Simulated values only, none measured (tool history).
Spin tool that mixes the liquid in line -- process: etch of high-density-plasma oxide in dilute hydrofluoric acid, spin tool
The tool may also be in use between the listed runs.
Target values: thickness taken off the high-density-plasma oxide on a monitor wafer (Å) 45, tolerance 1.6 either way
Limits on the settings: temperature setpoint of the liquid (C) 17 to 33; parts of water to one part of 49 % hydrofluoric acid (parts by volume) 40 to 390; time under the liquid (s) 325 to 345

run  hour  temperature setpoint of the liquid (C)  parts of water to one part of 49 % hydrofluoric acid (parts by volume)  time under the liquid (s)  thickness taken off the high-density-plasma oxide on a monitor wafer (Å)
  1     0                                      25                                                                     215                        325                                                                    69.889
  2   7.3                                      25                                                                     215                        345                                                                    74.736
  3    14                                      25                                                                     215                        325                                                                    70.306
  4  22.1                                      25                                                                     215                        345                                                                    75.468
  5  28.6                                      25                                                                     215                        345                                                                    74.632
  6  33.1                                      25                                                                     245                        345                                                                    63.554
  7  37.7                                      24                                                                     250                        345                                                                    60.769
  8  43.6                                      23                                                                     255                        345                                                                     56.73

4 candidate next runs follow, results not yet known. Just one meets every target within its allowed miss. Identify it.
  A  49.5                                      25                                                                     280                        325                                                                         ?
  B  49.5                                    22.5                                                                     290                        330                                                                         ?
  C  49.5                                      19                                                                     290                        345                                                                         ?
  D  49.5                                      25                                                                     345                        335                                                                         ?

move  thickness taken off the high-density-plasma oxide on a monitor wafer (Å)
   A                                                                    50.808
   B                                                                    45.174
   C                                                                    41.583
   D                                                                    39.874
A: closer than the last run, but not yet in spec
B: each result inside its tolerance
C: takes the biggest miss from the last run beyond its target
D: takes the biggest miss from the last run beyond its target
The move that meets every target is B.
